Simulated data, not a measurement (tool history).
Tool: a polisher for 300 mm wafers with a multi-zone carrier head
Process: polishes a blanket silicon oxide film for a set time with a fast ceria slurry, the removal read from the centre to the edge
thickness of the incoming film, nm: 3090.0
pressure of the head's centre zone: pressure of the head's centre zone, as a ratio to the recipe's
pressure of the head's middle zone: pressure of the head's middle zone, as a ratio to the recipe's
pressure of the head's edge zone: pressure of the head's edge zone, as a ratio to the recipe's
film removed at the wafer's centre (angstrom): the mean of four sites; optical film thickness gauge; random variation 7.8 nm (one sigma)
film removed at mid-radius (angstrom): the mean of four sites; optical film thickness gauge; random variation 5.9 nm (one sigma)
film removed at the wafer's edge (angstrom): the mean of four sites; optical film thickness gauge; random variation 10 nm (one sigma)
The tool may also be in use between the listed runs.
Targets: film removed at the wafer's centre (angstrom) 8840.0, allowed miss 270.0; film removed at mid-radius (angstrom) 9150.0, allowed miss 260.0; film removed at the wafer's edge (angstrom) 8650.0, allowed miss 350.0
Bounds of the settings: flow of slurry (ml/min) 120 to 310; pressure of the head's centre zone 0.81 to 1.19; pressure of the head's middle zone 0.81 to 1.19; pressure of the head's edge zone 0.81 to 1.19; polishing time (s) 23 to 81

| run | day | flow of slurry (ml/min) | pressure of the head's centre zone | pressure of the head's middle zone | pressure of the head's edge zone | polishing time (s) | film removed at the wafer's centre (angstrom) | film removed at mid-radius (angstrom) | film removed at the wafer's edge (angstrom) |
|---|---|---|---|---|---|---|---|---|---|
| 1 | 0.000 | 200 | 1.00 | 1.00 | 1.00 | 52 | 11570.0 | 11669.0 | 11905.0 |
| 2 | 0.196 | 200 | 1.00 | 1.00 | 1.00 | 62 | 13909.0 | 13962.0 | 14349.0 |
| 3 | 0.300 | 250 | 1.00 | 1.00 | 1.00 | 62 | 14575.0 | 14378.0 | 14801.0 |
| 4 | 0.662 | 250 | 1.00 | 1.00 | 1.00 | 52 | 11984.0 | 12007.0 | 11992.0 |
| 5 | 0.775 | 255 | 0.98 | 0.99 | 0.97 | 49 | 10976.0 | 11216.0 | 11204.0 |
| 6 | 0.925 | 255 | 0.98 | 0.99 | 0.94 | 47 | 10825.0 | 10841.0 | 10757.0 |
| 7 | 1.021 | 255 | 0.97 | 0.99 | 0.92 | 45 | 10307.0 | 10357.0 | 10024.0 |
| 8 | 1.279 | 245 | 0.95 | 0.98 | 0.89 | 44 | 9761.1 | 9946.3 | 9476.1 |
| 9 | 1.542 | 230 | 0.94 | 0.97 | 0.88 | 44 | 9476.9 | 9990.9 | 9568.7 |

4 next moves are on the table. One of them brings every result within its allowed miss. Which?
| A | 1.804 | 235 | 0.99 | 1.04 | 0.93 | 39 | ? | ? | ? |
| B | 1.804 | 275 | 1.16 | 1.19 | 0.81 | 38 | ? | ? | ? |
| C | 1.804 | 190 | 0.84 | 0.93 | 0.92 | 49 | ? | ? | ? |
| D | 1.804 | 235 | 0.90 | 1.10 | 0.82 | 43 | ? | ? | ? |

| move | film removed at the wafer's centre (angstrom) | film removed at mid-radius (angstrom) | film removed at the wafer's edge (angstrom) |
|---|---|---|---|
| A | 8798.4 | 9165.1 | 8676.5 |
| B | 10270.0 | 9994.8 | 8065.0 |
| C | 9056.8 | 10369.0 | 10625.0 |
| D | 8815.1 | 10515.0 | 9056.3 |
A: meets every target
B: further off than the last run
C: further off than the last run
D: further off than the last run
Move A is the one to make.
